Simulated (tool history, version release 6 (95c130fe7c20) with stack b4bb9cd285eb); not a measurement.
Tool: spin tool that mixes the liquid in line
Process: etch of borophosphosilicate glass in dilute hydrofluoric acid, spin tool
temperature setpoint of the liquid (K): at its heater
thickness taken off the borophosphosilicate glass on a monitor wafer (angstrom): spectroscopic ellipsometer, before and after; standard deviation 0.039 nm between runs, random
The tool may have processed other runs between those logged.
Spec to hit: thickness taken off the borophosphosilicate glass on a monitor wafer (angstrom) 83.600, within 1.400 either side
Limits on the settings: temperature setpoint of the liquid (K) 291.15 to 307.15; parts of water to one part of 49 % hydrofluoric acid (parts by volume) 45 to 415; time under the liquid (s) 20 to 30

| run | hour | temperature setpoint of the liquid (K) | parts of water to one part of 49 % hydrofluoric acid (parts by volume) | time under the liquid (s) | thickness taken off the borophosphosilicate glass on a monitor wafer (angstrom) |
|---|---|---|---|---|---|
| 1 | 0.0 | 299.15 | 230 | 30 | 57.626 |
| 2 | 3.7 | 299.15 | 230 | 20 | 38.748 |
| 3 | 8.7 | 299.15 | 290 | 20 | 28.805 |
| 4 | 11.5 | 299.15 | 290 | 20 | 28.827 |
| 5 | 12.2 | 300.65 | 290 | 20 | 30.132 |
| 6 | 13.0 | 300.65 | 290 | 20 | 30.012 |
| 7 | 20.0 | 301.65 | 270 | 20 | 34.333 |
| 8 | 24.3 | 302.15 | 250 | 20 | 38.663 |
| 9 | 31.6 | 302.15 | 250 | 20 | 38.482 |
| 10 | 34.9 | 302.65 | 230 | 20 | 43.838 |
| 11 | 39.9 | 303.15 | 215 | 20 | 48.265 |
| 12 | 41.8 | 303.65 | 200 | 20 | 53.520 |
| 13 | 45.0 | 304.15 | 190 | 20 | 58.609 |
| 14 | 48.4 | 304.65 | 180 | 20 | 63.297 |
| 15 | 56.9 | 307.15 | 140 | 20 | 94.000 |
| 16 | 64.1 | 306.65 | 140 | 20 | 92.433 |
|  | 65.4 | hydrofluoric acid flow meter replaced |
| 17 | 65.4 | 306.15 | 140 | 20 | 97.619 |
| 18 | 70.8 | 304.65 | 140 | 20 | 92.600 |
| 19 | 77.7 | 304.15 | 145 | 20 | 87.952 |

Which of these 5 next moves meets every target?
| A | 84.6 | 302.15 | 145 | 20 | ? |
| B | 84.6 | 305.15 | 150 | 20 | ? |
| C | 84.6 | 301.15 | 175 | 30 | ? |
| D | 84.6 | 302.65 | 145 | 20 | ? |
| E | 84.6 | 307.15 | 155 | 20 | ? |

| move | thickness taken off the borophosphosilicate glass on a monitor wafer (angstrom) |
|---|---|
| A | 81.538 |
| B | 87.184 |
| C | 94.136 |
| D | 83.035 |
| E | 89.818 |
A: takes the result that was furthest off past its target
B: better than the last run, though not everything is in spec
C: misses by more than the last run did
D: in spec on every target
E: misses by more than the last run did
Answer: D
